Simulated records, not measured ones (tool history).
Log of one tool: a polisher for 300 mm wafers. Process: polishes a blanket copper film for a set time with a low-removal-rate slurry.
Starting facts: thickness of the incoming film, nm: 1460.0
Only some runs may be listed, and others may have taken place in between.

run  hour  flow of slurry (ml/min)  pressure of the wafer on the pad (kPa)  speed of the pad under the wafer (m/s)  abrasive content of the slurry  polishing time (s)  film removed (Å)
  1   0.0                      275                                    20.0                                    1.30                            1.00                  49            1485.2
  2   2.3                      275                                    20.0                                    1.30                            1.00                  43            1316.1
  3   9.4                      275                                    22.8                                    1.34                            1.00                  43            1501.1
  4  12.4                      225                                    22.8                                    1.34                            1.00                  43            1470.4
  5  16.5                      245                                    24.8                                    1.40                            1.00                  43            1650.8
  6  24.6                      245                                    24.8                                    1.40                            1.15                  43            1684.2
  7  26.9                      250                                    30.3                                    1.54                            1.15                  43            2121.6

Expected results for the next run?
  8  35.1                      250                                    30.3                                    1.60                            1.15                  43                 ?

Run 8 came out at film removed (Å) 2148.2.

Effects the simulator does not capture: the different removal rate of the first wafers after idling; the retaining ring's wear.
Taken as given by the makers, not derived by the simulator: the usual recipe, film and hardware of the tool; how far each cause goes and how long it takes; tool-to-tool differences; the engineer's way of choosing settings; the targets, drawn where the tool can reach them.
